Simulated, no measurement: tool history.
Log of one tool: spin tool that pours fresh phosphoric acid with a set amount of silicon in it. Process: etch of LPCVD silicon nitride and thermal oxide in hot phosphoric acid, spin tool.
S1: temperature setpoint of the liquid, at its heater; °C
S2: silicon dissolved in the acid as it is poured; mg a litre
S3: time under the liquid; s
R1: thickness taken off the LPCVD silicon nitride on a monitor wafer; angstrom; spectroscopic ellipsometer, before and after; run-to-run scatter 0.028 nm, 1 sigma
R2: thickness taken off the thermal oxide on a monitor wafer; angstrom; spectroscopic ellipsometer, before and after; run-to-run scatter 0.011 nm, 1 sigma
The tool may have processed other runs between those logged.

run  hour     S1    S2   S3       R1      R2
  1   0.0  161.0   9.0  180  195.340  3.8244
  2   6.1  161.0  13.5  180  194.970  3.8862
  3  10.0  160.0  14.0  135  142.690  2.8124
  4  19.0  159.5  14.0  100  103.460  2.0248
  5  26.7  159.0  12.0   85   87.198  1.6749
  6  30.3  159.0  14.5   85   86.403  1.6025
  7  38.6  158.5  10.5   80   80.033  1.4160

Expected results for the next run?
  8  41.2  158.5  11.0  75   ?   ?

R1: 75.272 angstrom
R2: 1.4196 angstrom
